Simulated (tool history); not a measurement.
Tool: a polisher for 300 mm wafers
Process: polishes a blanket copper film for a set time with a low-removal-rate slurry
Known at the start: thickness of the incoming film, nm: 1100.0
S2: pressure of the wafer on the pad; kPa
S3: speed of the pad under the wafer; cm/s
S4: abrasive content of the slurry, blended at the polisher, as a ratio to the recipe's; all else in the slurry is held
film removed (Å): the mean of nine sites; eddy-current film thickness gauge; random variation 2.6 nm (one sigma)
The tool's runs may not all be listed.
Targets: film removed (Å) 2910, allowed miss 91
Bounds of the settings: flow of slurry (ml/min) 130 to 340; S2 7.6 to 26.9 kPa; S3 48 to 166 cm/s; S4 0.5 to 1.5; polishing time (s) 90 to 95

run 1 hour=0 | flow_of_slurry_(ml/min)=220 S2=17.2 S3=106 S4=1 polishing_time_(s)=90 | film_removed_(Å)=1934.9
run 2 hour=8.2 | flow_of_slurry_(ml/min)=250 S2=17.2 S3=106 S4=1 polishing_time_(s)=90 | film_removed_(Å)=1953
run 3 hour=9.5 | flow_of_slurry_(ml/min)=250 S2=15.2 S3=106 S4=1 polishing_time_(s)=90 | film_removed_(Å)=1741.4
run 4 hour=12.3 | flow_of_slurry_(ml/min)=250 S2=17.2 S3=106 S4=1 polishing_time_(s)=90 | film_removed_(Å)=1959
run 5 hour=19.6 | flow_of_slurry_(ml/min)=250 S2=17.2 S3=78 S4=1 polishing_time_(s)=90 | film_removed_(Å)=1430.4
run 6 hour=24.5 | flow_of_slurry_(ml/min)=250 S2=17.2 S3=62 S4=1 polishing_time_(s)=90 | film_removed_(Å)=1173.5
run 7 hour=31.5 | flow_of_slurry_(ml/min)=250 S2=20 S3=70 S4=1 polishing_time_(s)=90 | film_removed_(Å)=1529.9
run 8 hour=39.9 | flow_of_slurry_(ml/min)=250 S2=22.1 S3=76 S4=1 polishing_time_(s)=90 | film_removed_(Å)=1820.2
run 9 hour=47 | flow_of_slurry_(ml/min)=250 S2=23.4 S3=80 S4=1 polishing_time_(s)=90 | film_removed_(Å)=1988.2
run 10 hour=50.5 | flow_of_slurry_(ml/min)=250 S2=24.1 S3=86 S4=1 polishing_time_(s)=90 | film_removed_(Å)=2184.2
-- hour=55 slurry nozzle cleaned
run 11 hour=55 | flow_of_slurry_(ml/min)=260 S2=26.9 S3=102 S4=1 polishing_time_(s)=90 | film_removed_(Å)=3012.4

5 next moves are on the table. One of them brings every result within its allowed miss. Which?
run A hour=59.5 | flow_of_slurry_(ml/min)=300 S2=26.2 S3=110 S4=1 polishing_time_(s)=90 | film_removed_(Å)=?
run B hour=59.5 | flow_of_slurry_(ml/min)=230 S2=26.9 S3=114 S4=0.8 polishing_time_(s)=95 | film_removed_(Å)=?
run C hour=59.5 | flow_of_slurry_(ml/min)=230 S2=21.4 S3=144 S4=0.6 polishing_time_(s)=92 | film_removed_(Å)=?
run D hour=59.5 | flow_of_slurry_(ml/min)=260 S2=26.2 S3=96 S4=0.95 polishing_time_(s)=90 | film_removed_(Å)=?
run E hour=59.5 | flow_of_slurry_(ml/min)=180 S2=23.4 S3=102 S4=1.1 polishing_time_(s)=91 | film_removed_(Å)=?

move=A film_removed_(Å)=3208.7
move=B film_removed_(Å)=3305.4
move=C film_removed_(Å)=2938.8
move=D film_removed_(Å)=2742.2
move=E film_removed_(Å)=2666.5
A: further off than the last run
B: further off than the last run
C: meets every target
D: takes the result that was furthest off past its target
E: takes the result that was furthest off past its target
Answer: C
